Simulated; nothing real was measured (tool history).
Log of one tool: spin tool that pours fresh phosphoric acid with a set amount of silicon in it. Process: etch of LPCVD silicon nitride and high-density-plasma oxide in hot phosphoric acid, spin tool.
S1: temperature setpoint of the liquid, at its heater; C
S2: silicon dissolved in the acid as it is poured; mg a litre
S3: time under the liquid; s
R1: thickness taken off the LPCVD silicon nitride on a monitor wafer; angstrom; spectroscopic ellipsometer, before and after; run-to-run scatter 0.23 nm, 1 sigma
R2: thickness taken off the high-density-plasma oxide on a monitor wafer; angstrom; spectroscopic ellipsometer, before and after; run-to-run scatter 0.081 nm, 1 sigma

run  hour     S1    S2   S3      R1       R2
  1   0.0  162.0  29.0  180  145.55   6.1322
  2   2.3  162.0  29.0  135  110.31   4.5571
  3   9.7  162.0  29.0  175  143.99   5.8089
  4  10.7  162.5  28.0  185  152.63   6.6611
  5  15.1  163.0  27.5  195  164.86   7.3200
  6  18.8  163.5  27.0  205  173.82   8.1641
  7  20.5  163.5  26.5  215  182.74   8.4205
  8  24.5  163.5  25.5  225  190.76   9.8375
  9  26.6  163.5  25.5  235  201.57  10.0790
     31.6  -- thermometer replaced
 10  31.6  164.0  25.0  240  216.24  10.4980

Run 11 is up next; what results do you expect?
 11  32.6  164.0  25.0  240   ?   ?

Run 11 produced R1 214.82 angstrom, R2 11.2570 angstrom.
